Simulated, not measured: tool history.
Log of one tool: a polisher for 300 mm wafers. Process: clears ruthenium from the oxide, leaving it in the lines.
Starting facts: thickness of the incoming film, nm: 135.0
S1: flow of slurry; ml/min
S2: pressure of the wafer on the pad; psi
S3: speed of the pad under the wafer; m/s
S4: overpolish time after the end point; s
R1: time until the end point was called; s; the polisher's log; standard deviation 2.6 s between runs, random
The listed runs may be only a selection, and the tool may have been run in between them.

| run | hour | S1 | S2 | S3 | S4 | R1 |
|---|---|---|---|---|---|---|
| 1 | 0.0 | 135 | 2.5 | 1.24 | 33 | 90.978 |
| 2 | 7.9 | 135 | 2.4 | 1.24 | 33 | 95.876 |
| 3 | 15.1 | 135 | 2.4 | 1.02 | 33 | 112.770 |
| 4 | 20.5 | 135 | 3.0 | 1.02 | 33 | 97.099 |
| 5 | 28.6 | 135 | 3.0 | 1.02 | 36 | 96.298 |
| 6 | 30.2 | 105 | 3.0 | 1.02 | 36 | 99.938 |
| 7 | 39.0 | 105 | 2.9 | 1.02 | 36 | 105.020 |

Run 8 has not been measured yet. What should we expect?
| 8 | 45.2 | 105 | 2.8 | 1.02 | 36 | ? |

R1: 105.600 s
